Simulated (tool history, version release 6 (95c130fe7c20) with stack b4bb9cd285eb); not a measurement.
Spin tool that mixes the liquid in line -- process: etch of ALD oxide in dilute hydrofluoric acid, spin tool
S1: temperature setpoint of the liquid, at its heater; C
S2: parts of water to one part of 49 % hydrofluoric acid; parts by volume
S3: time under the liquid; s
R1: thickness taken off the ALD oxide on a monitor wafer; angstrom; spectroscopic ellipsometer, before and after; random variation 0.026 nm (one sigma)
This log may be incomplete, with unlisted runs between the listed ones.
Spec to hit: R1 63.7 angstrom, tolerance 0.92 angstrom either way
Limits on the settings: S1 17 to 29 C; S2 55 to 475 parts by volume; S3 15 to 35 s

{"run": 1, "hour": 0.0, "S1": 21, "S2": 265, "S3": 35, "R1": 24.707}
{"run": 2, "hour": 4.6, "S1": 22.5, "S2": 235, "S3": 35, "R1": 30.297}
{"run": 3, "hour": 12.7, "S1": 24, "S2": 215, "S3": 35, "R1": 35.748}
{"run": 4, "hour": 15.6, "S1": 25, "S2": 200, "S3": 35, "R1": 40.124}
{"run": 5, "hour": 21.0, "S1": 26, "S2": 185, "S3": 35, "R1": 46.06}
{"run": 6, "hour": 28.9, "S1": 29, "S2": 185, "S3": 35, "R1": 51.23}
{"run": 7, "hour": 34.6, "S1": 29, "S2": 175, "S3": 35, "R1": 55.27}
{"run": 8, "hour": 40.5, "S1": 29, "S2": 170, "S3": 35, "R1": 56.775}
{"run": 9, "hour": 48.7, "S1": 29, "S2": 165, "S3": 35, "R1": 58.857}

Consider the 5 candidate settings below. Which is the only one whose results all fall within their allowed miss of target?
{"run": "A", "hour": 56.9, "S1": 26.5, "S2": 140, "S3": 35, "R1": "?"}
{"run": "B", "hour": 56.9, "S1": 29, "S2": 150, "S3": 35, "R1": "?"}
{"run": "C", "hour": 56.9, "S1": 28.5, "S2": 150, "S3": 35, "R1": "?"}
{"run": "D", "hour": 56.9, "S1": 29, "S2": 155, "S3": 35, "R1": "?"}
{"run": "E", "hour": 56.9, "S1": 29, "S2": 160, "S3": 35, "R1": "?"}

move=A R1=65.429
move=B R1=66.139
move=C R1=64.946
move=D R1=63.598
move=E R1=61.221
A: takes the biggest miss from the last run beyond its target
B: takes the biggest miss from the last run beyond its target
C: takes the biggest miss from the last run beyond its target
D: each result inside its tolerance
E: moves toward the targets from the last run without getting all of them in spec
D is the move that brings every result within its allowed miss.
